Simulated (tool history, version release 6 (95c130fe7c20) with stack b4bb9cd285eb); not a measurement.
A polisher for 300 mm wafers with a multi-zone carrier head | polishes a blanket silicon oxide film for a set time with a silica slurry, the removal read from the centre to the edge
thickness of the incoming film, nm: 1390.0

| run | hour | flow of slurry (ml/min) | pressure of the head's centre zone | pressure of the head's middle zone | pressure of the head's edge zone | abrasive content of the slurry | polishing time (s) | film removed at the wafer's centre (Å) | film removed at mid-radius (Å) | film removed at the wafer's edge (Å) |
|---|---|---|---|---|---|---|---|---|---|---|
| 1 | 0 | 230 | 1 | 1 | 1 | 1 | 43 | 974.08 | 959.97 | 960.61 |
| 2 | 6.8 | 230 | 1.03 | 1 | 1 | 1 | 43 | 1027.6 | 956.49 | 944.38 |
| 3 | 9.6 | 230 | 1.03 | 1 | 1 | 0.85 | 43 | 936.48 | 896.94 | 869.5 |
| 4 | 16.3 | 230 | 1.03 | 1 | 1 | 0.65 | 43 | 802.05 | 762.52 | 754.26 |
| 5 | 17.8 | 230 | 1.03 | 1 | 1 | 0.65 | 39 | 741.38 | 688.93 | 687.87 |
| 6 | 24.2 | 260 | 1.03 | 1 | 1 | 0.65 | 39 | 735.7 | 701.69 | 681.55 |
| 7 | 27.4 | 260 | 1.02 | 1.01 | 1.01 | 0.75 | 40 | 822.94 | 780.82 | 769.1 |
| 8 | 36 | 260 | 1.02 | 1.01 | 1.01 | 0.75 | 40 | 827.13 | 800.04 | 771.09 |
| 9 | 39.6 | 260 | 1.01 | 1.02 | 1.03 | 0.85 | 40 | 865.7 | 848.76 | 822.45 |
| 10 | 44.1 | 260 | 1.01 | 1.02 | 1.03 | 0.85 | 40 | 856.07 | 848.65 | 836.96 |
| 11 | 44.9 | 265 | 1.01 | 1.04 | 1.04 | 0.9 | 40 | 894.73 | 896.65 | 860.88 |
| 12 | 48.6 | 265 | 1.01 | 1.05 | 1.05 | 0.95 | 41 | 937.85 | 928.2 | 896.2 |
| 13 | 55.7 | 300 | 0.91 | 1.15 | 1.13 | 1.2 | 53 | 1238.5 | 1480.3 | 1384.8 |
| 14 | 61.4 | 300 | 0.92 | 1.15 | 1.13 | 1.2 | 53 | 1268.1 | 1486 | 1365 |
| 15 | 63.6 | 300 | 0.92 | 1.15 | 1.13 | 1.25 | 53 | 1277.6 | 1525.5 | 1377.2 |

The next listed run, before its measurement:
|  | 69.2 | slurry nozzle cleaned |
| 16 | 69.2 | 300 | 0.92 | 1.14 | 1.14 | 1.25 | 53 | ? | ? | ? |

{"run 16": {"film removed at the wafer's centre (Å)": 1329.1, "film removed at mid-radius (Å)": 1548.5, "film removed at the wafer's edge (Å)": 1415.3}}
